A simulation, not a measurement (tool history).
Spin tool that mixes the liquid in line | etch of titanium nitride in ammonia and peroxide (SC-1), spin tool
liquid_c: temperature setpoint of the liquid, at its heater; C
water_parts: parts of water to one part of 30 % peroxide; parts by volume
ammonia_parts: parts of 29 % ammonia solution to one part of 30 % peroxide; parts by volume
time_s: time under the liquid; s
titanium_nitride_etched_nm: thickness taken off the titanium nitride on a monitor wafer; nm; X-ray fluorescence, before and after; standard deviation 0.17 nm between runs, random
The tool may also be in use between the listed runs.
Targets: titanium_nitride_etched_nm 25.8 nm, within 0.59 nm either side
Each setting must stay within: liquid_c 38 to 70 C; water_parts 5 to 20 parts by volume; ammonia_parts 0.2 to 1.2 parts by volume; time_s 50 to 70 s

{"run": 1, "hour": 0.0, "liquid_c": 54, "water_parts": 11, "ammonia_parts": 0.75, "time_s": 70, "titanium_nitride_etched_nm": 6.512}
{"run": 2, "hour": 5.5, "liquid_c": 54, "water_parts": 11, "ammonia_parts": 0.75, "time_s": 70, "titanium_nitride_etched_nm": 6.4617}
{"run": 3, "hour": 7.8, "liquid_c": 51, "water_parts": 11, "ammonia_parts": 0.75, "time_s": 70, "titanium_nitride_etched_nm": 5.2698}
{"run": 4, "hour": 16.5, "liquid_c": 51, "water_parts": 11, "ammonia_parts": 0.75, "time_s": 70, "titanium_nitride_etched_nm": 5.244}
{"run": 5, "hour": 23.1, "liquid_c": 56.5, "water_parts": 9.5, "ammonia_parts": 0.75, "time_s": 70, "titanium_nitride_etched_nm": 8.2259}
{"run": 6, "hour": 29.1, "liquid_c": 56.5, "water_parts": 9.5, "ammonia_parts": 0.75, "time_s": 70, "titanium_nitride_etched_nm": 8.3254}
{"run": 7, "hour": 35.7, "liquid_c": 60.5, "water_parts": 8.5, "ammonia_parts": 0.75, "time_s": 70, "titanium_nitride_etched_nm": 11.377}
{"hour": 39.3, "done": "heated supply line repaired"}
{"run": 8, "hour": 39.3, "liquid_c": 60.5, "water_parts": 8.5, "ammonia_parts": 0.75, "time_s": 70, "titanium_nitride_etched_nm": 13.997}
{"run": 9, "hour": 40.1, "liquid_c": 62.5, "water_parts": 8.5, "ammonia_parts": 0.75, "time_s": 70, "titanium_nitride_etched_nm": 16.159}

Which of these 4 next moves meets every target?
{"run": "A", "hour": 40.9, "liquid_c": 56.5, "water_parts": 10, "ammonia_parts": 0.85, "time_s": 70, "titanium_nitride_etched_nm": "?"}
{"run": "B", "hour": 40.9, "liquid_c": 69.5, "water_parts": 11, "ammonia_parts": 0.7, "time_s": 65, "titanium_nitride_etched_nm": "?"}
{"run": "C", "hour": 40.9, "liquid_c": 62, "water_parts": 13.5, "ammonia_parts": 0.75, "time_s": 70, "titanium_nitride_etched_nm": "?"}
{"run": "D", "hour": 40.9, "liquid_c": 67, "water_parts": 5.5, "ammonia_parts": 0.6, "time_s": 70, "titanium_nitride_etched_nm": "?"}

move=A titanium_nitride_etched_nm=10.217
move=B titanium_nitride_etched_nm=20.225
move=C titanium_nitride_etched_nm=12.303
move=D titanium_nitride_etched_nm=25.612
A: moves away from the targets compared with the last run
B: moves toward the targets from the last run without getting all of them in spec
C: moves away from the targets compared with the last run
D: every result within its allowed miss
D meets every target.
